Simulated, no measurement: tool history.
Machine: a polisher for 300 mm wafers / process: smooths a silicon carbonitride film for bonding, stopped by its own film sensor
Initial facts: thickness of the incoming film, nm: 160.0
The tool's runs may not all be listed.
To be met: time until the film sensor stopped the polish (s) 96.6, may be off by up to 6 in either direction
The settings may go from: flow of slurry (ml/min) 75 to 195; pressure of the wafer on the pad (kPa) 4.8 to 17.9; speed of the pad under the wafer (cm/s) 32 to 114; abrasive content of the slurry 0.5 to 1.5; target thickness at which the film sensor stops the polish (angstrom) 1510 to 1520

run	hour	flow of slurry (ml/min)	pressure of the wafer on the pad (kPa)	speed of the pad under the wafer (cm/s)	abrasive content of the slurry	target thickness at which the film sensor stops the polish (angstrom)	time until the film sensor stopped the polish (s)
1	0	125	11	72	1	1510	59.114
2	4.7	140	11	72	1	1510	59.054
3	10.5	140	11	72	1.15	1510	56.192
4	15.9	115	11	72	1.15	1510	59.798
5	22	115	11	72	1	1510	59.232
6	24.2	115	9.7	70	1	1510	70.979
7	27.1	115	9	70	1	1510	76.938
8	28.6	115	8.3	70	1	1510	81.461
9	32.3	115	7.6	70	1	1510	89.443

Of the 5 settings listed for the next run, only one would bring every result within its allowed miss of target. Which one?
A	36	80	8.3	68	0.95	1520	?
B	36	75	9	50	0.85	1520	?
C	36	85	6.2	70	0.95	1510	?
D	36	140	6.9	78	1.15	1510	?
E	36	90	9	64	1	1510	?

move	time until the film sensor stopped the polish (s)
A	81.251
B	96.107
C	116.24
D	82.681
E	83.859
A: further off than the last run
B: in spec on every target
C: the result that was furthest off in the last run now lies on the other side of its target
D: further off than the last run
E: further off than the last run
The right move is B.

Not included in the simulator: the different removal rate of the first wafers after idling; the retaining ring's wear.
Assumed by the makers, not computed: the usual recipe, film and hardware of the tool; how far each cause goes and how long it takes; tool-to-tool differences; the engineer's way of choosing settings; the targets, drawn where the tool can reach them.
